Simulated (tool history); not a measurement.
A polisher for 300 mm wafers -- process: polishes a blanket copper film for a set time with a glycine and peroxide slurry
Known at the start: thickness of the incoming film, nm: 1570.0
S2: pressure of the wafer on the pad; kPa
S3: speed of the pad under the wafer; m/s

{"run": 1, "hour": 0.0, "flow of slurry (ml/min)": 315, "S2": 23.4, "S3": 0.98, "polishing time (s)": 31, "film removed (angstrom)": 1675.6}
{"run": 2, "hour": 0.8, "flow of slurry (ml/min)": 315, "S2": 20, "S3": 0.96, "polishing time (s)": 31, "film removed (angstrom)": 1459.3}
{"run": 3, "hour": 5.7, "flow of slurry (ml/min)": 315, "S2": 17.2, "S3": 0.94, "polishing time (s)": 31, "film removed (angstrom)": 1323.4}
{"run": 4, "hour": 14.7, "flow of slurry (ml/min)": 315, "S2": 14.5, "S3": 0.94, "polishing time (s)": 31, "film removed (angstrom)": 1178.9}
{"run": 5, "hour": 20.9, "flow of slurry (ml/min)": 315, "S2": 13.1, "S3": 0.92, "polishing time (s)": 31, "film removed (angstrom)": 1116.9}
{"run": 6, "hour": 25.3, "flow of slurry (ml/min)": 340, "S2": 13.1, "S3": 0.92, "polishing time (s)": 31, "film removed (angstrom)": 1116.3}
{"run": 7, "hour": 27.3, "flow of slurry (ml/min)": 340, "S2": 12.4, "S3": 0.9, "polishing time (s)": 31, "film removed (angstrom)": 1048.9}

What will run 8 give?
{"run": 8, "hour": 29.3, "flow of slurry (ml/min)": 340, "S2": 11.7, "S3": 0.9, "polishing time (s)": 31, "film removed (angstrom)": "?"}

{"run 8": {"film removed (angstrom)": 1025.6}}
